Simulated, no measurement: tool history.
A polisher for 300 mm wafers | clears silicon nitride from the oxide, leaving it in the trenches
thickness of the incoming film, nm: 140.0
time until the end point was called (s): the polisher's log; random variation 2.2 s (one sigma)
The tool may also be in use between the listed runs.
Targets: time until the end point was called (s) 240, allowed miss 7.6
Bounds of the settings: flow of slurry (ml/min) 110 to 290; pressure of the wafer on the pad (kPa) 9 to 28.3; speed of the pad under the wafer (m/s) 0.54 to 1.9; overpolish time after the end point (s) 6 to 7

run	hour	flow of slurry (ml/min)	pressure of the wafer on the pad (kPa)	speed of the pad under the wafer (m/s)	overpolish time after the end point (s)	time until the end point was called (s)
1	0	185	18.6	1.22	7	159.84
2	3.4	185	18.6	1.22	7	156.93
3	11.8	160	18.6	1.22	7	164.48
4	12.9	160	18.6	1.22	6	162.62
5	19.9	155	16.5	1.22	6	186.06
6	24.4	155	20	1.22	6	152.27
7	29.9	150	17.9	1.22	6	173.08
8	30.8	145	16.5	1.22	6	186.73

Which of these 5 next moves meets every target?
A	31.7	165	16.5	1.52	7	?
B	31.7	145	13.8	1.12	7	?
C	31.7	110	15.2	1.24	6	?
D	31.7	110	17.2	1.14	6	?
E	31.7	160	20	1.42	6	?

move	time until the end point was called (s)
A	148.55
B	240.96
C	214.2
D	204.58
E	132.52
A: further off than the last run
B: meets every target
C: nearer than the last run, and not there yet
D: nearer than the last run, and not there yet
E: further off than the last run
Answer: B

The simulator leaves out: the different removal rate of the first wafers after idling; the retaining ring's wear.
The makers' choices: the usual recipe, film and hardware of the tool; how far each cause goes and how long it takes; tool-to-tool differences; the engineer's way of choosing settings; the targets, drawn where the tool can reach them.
